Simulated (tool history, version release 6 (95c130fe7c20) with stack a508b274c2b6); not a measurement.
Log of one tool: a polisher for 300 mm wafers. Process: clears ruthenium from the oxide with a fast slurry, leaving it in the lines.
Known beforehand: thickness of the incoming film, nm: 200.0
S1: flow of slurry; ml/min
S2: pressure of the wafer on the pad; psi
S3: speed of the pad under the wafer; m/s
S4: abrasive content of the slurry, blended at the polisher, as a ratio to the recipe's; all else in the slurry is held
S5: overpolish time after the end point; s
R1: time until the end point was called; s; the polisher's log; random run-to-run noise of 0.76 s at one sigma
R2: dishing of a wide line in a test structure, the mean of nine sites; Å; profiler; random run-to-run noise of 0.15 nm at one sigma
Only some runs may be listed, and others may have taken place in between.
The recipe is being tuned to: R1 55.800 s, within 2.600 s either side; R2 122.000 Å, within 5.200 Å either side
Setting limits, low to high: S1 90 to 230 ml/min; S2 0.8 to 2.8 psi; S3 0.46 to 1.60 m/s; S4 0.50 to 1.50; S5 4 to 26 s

Run 1, hour 0.0: S1 150 ml/min, S2 1.8 psi, S3 1.02 m/s, S4 1.00, S5 13 s. Result: R1 69.608 s, R2 256.470 Å.
Run 2, hour 0.5: S1 120 ml/min, S2 1.8 psi, S3 1.02 m/s, S4 1.00, S5 13 s. Result: R1 70.968 s, R2 243.650 Å.
Run 3, hour 1.6: S1 115 ml/min, S2 1.8 psi, S3 1.02 m/s, S4 1.00, S5 12 s. Result: R1 71.158 s, R2 235.010 Å.
Run 4, hour 3.5: S1 115 ml/min, S2 1.8 psi, S3 1.02 m/s, S4 1.10, S5 12 s. Result: R1 69.745 s, R2 243.210 Å.
Run 5, hour 4.5: S1 110 ml/min, S2 1.8 psi, S3 1.02 m/s, S4 1.05, S5 11 s. Result: R1 71.649 s, R2 222.150 Å.
Run 6, hour 7.3: S1 110 ml/min, S2 1.5 psi, S3 1.02 m/s, S4 1.05, S5 11 s. Result: R1 85.045 s, R2 197.180 Å.
Run 7, hour 9.8: S1 135 ml/min, S2 1.0 psi, S3 1.30 m/s, S4 1.10, S5 5 s. Result: R1 93.401 s, R2 95.204 Å.
Run 8, hour 15.0: S1 140 ml/min, S2 1.1 psi, S3 1.32 m/s, S4 1.10, S5 5 s. Result: R1 83.602 s, R2 101.780 Å.
Run 9, hour 17.9: S1 145 ml/min, S2 1.1 psi, S3 1.34 m/s, S4 1.10, S5 5 s. Result: R1 84.058 s, R2 104.270 Å.
Run 10, hour 20.4: S1 145 ml/min, S2 1.1 psi, S3 1.36 m/s, S4 1.10, S5 5 s. Result: R1 80.364 s, R2 107.160 Å.

Which of these 4 next moves meets every target?
Run A, hour 22.9: S1 155 ml/min, S2 1.0 psi, S3 1.14 m/s, S4 0.95, S5 8 s. Result: R1 ?, R2 ?.
Run B, hour 22.9: S1 130 ml/min, S2 0.8 psi, S3 1.40 m/s, S4 1.20, S5 8 s. Result: R1 ?, R2 ?.
Run C, hour 22.9: S1 125 ml/min, S2 1.2 psi, S3 1.38 m/s, S4 1.30, S5 4 s. Result: R1 ?, R2 ?.
Run D, hour 22.9: S1 150 ml/min, S2 1.4 psi, S3 1.60 m/s, S4 1.00, S5 4 s. Result: R1 ?, R2 ?.

move       R1       R2
   A  110.300  122.730
   B  105.070  127.800
   C   71.077   98.814
   D   56.660  119.990
A: lands further from the targets than the last run did
B: lands further from the targets than the last run did
C: an improvement on the last run, though not all results are within tolerance
D: in spec on every target
The right move is D.
